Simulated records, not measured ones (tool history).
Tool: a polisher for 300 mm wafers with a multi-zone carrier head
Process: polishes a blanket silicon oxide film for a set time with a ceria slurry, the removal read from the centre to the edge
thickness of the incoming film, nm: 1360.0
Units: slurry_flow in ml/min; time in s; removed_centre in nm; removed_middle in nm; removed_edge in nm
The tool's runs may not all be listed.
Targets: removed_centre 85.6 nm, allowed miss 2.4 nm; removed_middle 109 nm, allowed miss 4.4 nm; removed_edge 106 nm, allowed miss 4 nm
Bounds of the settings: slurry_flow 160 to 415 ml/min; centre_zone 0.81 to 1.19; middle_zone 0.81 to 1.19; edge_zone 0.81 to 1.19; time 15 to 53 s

run    day  slurry_flow  centre_zone  middle_zone  edge_zone  time  removed_centre  removed_middle  removed_edge
  1      0          265            1            1          1    34          141.65           145.1        144.79
  2  0.271          195            1            1          1    34          134.51          136.32        135.76
  3  0.579          195            1         0.95          1    34          134.66           131.7        137.24
  4    0.8          160            1         0.95          1    34          129.56          125.46        135.47
  5  0.854          160            1         0.95          1    37          141.08          133.63        147.09
  6  0.888          160         1.05         0.95          1    37          147.85          136.89         144.4
  7  0.988          165         1.02         0.97          1    35          136.13          133.52        139.35
  8  1.246          165         0.99         0.98          1    34          128.99          128.83        136.46
  9  1.379          170         0.97            1       0.99    33          124.72          132.23        129.11
 10  1.479          160         0.87         0.97       1.09    24          79.053           90.21        97.752
 11  1.817          175         0.87         0.98       1.09    24          82.036          92.431        98.693
 12  2.046          180         0.86         0.99        1.1    24           80.96          94.482        100.83
 13  2.246          190         0.86            1        1.1    24          81.925          95.581        101.37
 14  2.492          200         0.86         1.01        1.1    24          82.157          96.631        100.53
 15  2.804          200         0.86         1.01        1.1    24          82.347          99.569        103.33
 16  2.921          205         0.86         1.01        1.1    24          81.475           97.08         102.2
 17  3.267          205         0.86         1.01        1.1    24          81.539          96.971        101.75
 18  3.625          215         0.86         1.02        1.1    24           82.45          100.97        104.79

4 next moves are on the table. One of them brings every result within its allowed miss. Which?
  A  3.983          205         0.88         0.96       1.19    23               ?               ?             ?
  B  3.983          175         0.89         0.96       1.08    25               ?               ?             ?
  C  3.983          225         0.89         1.07       1.17    22               ?               ?             ?
  D  3.983          170         0.88         1.12       1.12    25               ?               ?             ?

move  removed_centre  removed_middle  removed_edge
   A          80.031          90.193        102.04
   B          85.204          95.283        103.34
   C          78.746          95.931        97.638
   D          83.775          107.97        104.58
A: further off than the last run
B: further off than the last run
C: further off than the last run
D: meets every target
The right move is D.

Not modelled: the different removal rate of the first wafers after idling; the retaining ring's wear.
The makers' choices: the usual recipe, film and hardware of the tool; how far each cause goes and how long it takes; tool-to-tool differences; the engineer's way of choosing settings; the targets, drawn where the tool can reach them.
